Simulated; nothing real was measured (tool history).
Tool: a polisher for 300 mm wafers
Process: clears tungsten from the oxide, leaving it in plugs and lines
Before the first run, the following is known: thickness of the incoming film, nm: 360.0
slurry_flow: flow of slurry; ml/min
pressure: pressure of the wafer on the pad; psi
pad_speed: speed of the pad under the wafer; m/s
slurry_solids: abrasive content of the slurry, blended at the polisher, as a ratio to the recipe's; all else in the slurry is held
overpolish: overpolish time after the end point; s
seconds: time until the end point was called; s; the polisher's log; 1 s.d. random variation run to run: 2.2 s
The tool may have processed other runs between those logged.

run    day  slurry_flow  pressure  pad_speed  slurry_solids  overpolish  seconds
  1  0.000          155       3.1       1.10            1.0          34   90.944
  2  0.367          155       2.9       1.10            1.0          34   97.436
  3  0.662          155       2.9       1.10            1.2          34   95.318
  4  0.988          155       2.9       1.20            1.2          34   87.377
  5  1.325          155       3.2       1.20            1.2          34   77.400
  6  1.608          155       3.2       1.20            1.2          34   77.500

What will run 7 give?
  7  1.879          155       2.3       1.12            1.2          34        ?

seconds: 109.470 s

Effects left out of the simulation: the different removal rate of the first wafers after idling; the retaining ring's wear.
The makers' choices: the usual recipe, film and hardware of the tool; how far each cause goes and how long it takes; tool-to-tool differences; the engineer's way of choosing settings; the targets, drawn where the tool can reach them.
